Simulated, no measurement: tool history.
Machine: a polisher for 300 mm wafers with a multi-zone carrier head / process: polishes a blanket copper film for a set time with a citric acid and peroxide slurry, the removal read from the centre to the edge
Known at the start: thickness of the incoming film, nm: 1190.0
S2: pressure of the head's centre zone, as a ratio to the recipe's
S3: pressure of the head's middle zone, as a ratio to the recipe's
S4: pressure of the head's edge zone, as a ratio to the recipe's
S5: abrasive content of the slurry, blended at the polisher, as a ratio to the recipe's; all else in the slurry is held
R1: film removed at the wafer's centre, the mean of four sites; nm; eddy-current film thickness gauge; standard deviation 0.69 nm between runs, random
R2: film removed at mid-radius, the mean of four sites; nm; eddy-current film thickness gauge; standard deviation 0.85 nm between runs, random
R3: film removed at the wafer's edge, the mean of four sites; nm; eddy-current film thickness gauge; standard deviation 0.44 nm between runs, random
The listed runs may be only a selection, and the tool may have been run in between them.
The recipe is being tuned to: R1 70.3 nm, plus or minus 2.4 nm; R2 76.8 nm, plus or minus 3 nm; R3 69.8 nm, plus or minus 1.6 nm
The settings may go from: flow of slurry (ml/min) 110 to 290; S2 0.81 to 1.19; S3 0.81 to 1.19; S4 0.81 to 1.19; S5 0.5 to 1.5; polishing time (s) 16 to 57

run 1 hour=0 | flow_of_slurry_(ml/min)=185 S2=1 S3=1 S4=1 S5=1 polishing_time_(s)=36 | R1=99.031 R2=99.295 R3=102.07
run 2 hour=3.3 | flow_of_slurry_(ml/min)=185 S2=1 S3=0.97 S4=1 S5=1 polishing_time_(s)=36 | R1=99.752 R2=96.649 R3=103.05
run 3 hour=5.3 | flow_of_slurry_(ml/min)=160 S2=1 S3=0.97 S4=1 S5=1 polishing_time_(s)=36 | R1=95.115 R2=94.486 R3=100.18
run 4 hour=8.6 | flow_of_slurry_(ml/min)=160 S2=1.08 S3=0.97 S4=1 S5=1 polishing_time_(s)=36 | R1=103.38 R2=93.684 R3=100.36
run 5 hour=10.1 | flow_of_slurry_(ml/min)=160 S2=1.08 S3=0.97 S4=1 S5=1 polishing_time_(s)=29 | R1=83.794 R2=75.919 R3=81.009
run 6 hour=10.7 | flow_of_slurry_(ml/min)=150 S2=1.06 S3=0.99 S4=0.97 S5=0.95 polishing_time_(s)=29 | R1=78.534 R2=75.375 R3=78.903
run 7 hour=14.1 | flow_of_slurry_(ml/min)=145 S2=1.06 S3=1.01 S4=0.94 S5=0.9 polishing_time_(s)=29 | R1=78.525 R2=72.895 R3=75.442
run 8 hour=21 | flow_of_slurry_(ml/min)=140 S2=1.04 S3=1.04 S4=0.93 S5=0.9 polishing_time_(s)=29 | R1=76.292 R2=75.034 R3=73.843
run 9 hour=26.2 | flow_of_slurry_(ml/min)=135 S2=1.03 S3=1.05 S4=0.93 S5=0.9 polishing_time_(s)=29 | R1=72.457 R2=75.133 R3=74.033
run 10 hour=32.6 | flow_of_slurry_(ml/min)=130 S2=1.03 S3=1.06 S4=0.92 S5=0.9 polishing_time_(s)=29 | R1=74.717 R2=76.182 R3=72.439
run 11 hour=38.3 | flow_of_slurry_(ml/min)=125 S2=1.02 S3=1.07 S4=0.92 S5=0.9 polishing_time_(s)=29 | R1=71.665 R2=75.07 R3=72.111
run 12 hour=44.1 | flow_of_slurry_(ml/min)=125 S2=1.02 S3=1.08 S4=0.92 S5=0.9 polishing_time_(s)=29 | R1=71.664 R2=75.296 R3=72.289
run 13 hour=45.8 | flow_of_slurry_(ml/min)=125 S2=1.02 S3=1.09 S4=0.91 S5=0.9 polishing_time_(s)=29 | R1=72.552 R2=75.189 R3=71.933

5 candidate next runs follow, results not yet known. Just one meets every target within its allowed miss. Identify it.
run A hour=47.5 | flow_of_slurry_(ml/min)=130 S2=1.01 S3=1.04 S4=0.95 S5=1.1 polishing_time_(s)=28 | R1=? R2=? R3=?
run B hour=47.5 | flow_of_slurry_(ml/min)=110 S2=0.97 S3=1.06 S4=0.96 S5=0.95 polishing_time_(s)=30 | R1=? R2=? R3=?
run C hour=47.5 | flow_of_slurry_(ml/min)=155 S2=1.06 S3=1.08 S4=0.88 S5=0.85 polishing_time_(s)=28 | R1=? R2=? R3=?
run D hour=47.5 | flow_of_slurry_(ml/min)=120 S2=1.01 S3=1.12 S4=0.92 S5=0.9 polishing_time_(s)=30 | R1=? R2=? R3=?
run E hour=47.5 | flow_of_slurry_(ml/min)=140 S2=1.01 S3=1.12 S4=0.9 S5=0.85 polishing_time_(s)=28 | R1=? R2=? R3=?

move=A R1=72.814 R2=75.94 R3=75.907
move=B R1=68.032 R2=75.637 R3=75.856
move=C R1=74.487 R2=75.964 R3=70.102
move=D R1=71.957 R2=80.155 R3=74.502
move=E R1=69.168 R2=76.623 R3=69.649
A: moves away from the targets compared with the last run
B: moves away from the targets compared with the last run
C: corrects the largest miss of the last run, while another result sits out of spec
D: moves away from the targets compared with the last run
E: all results land within tolerance of their targets
The move that meets every target is E.
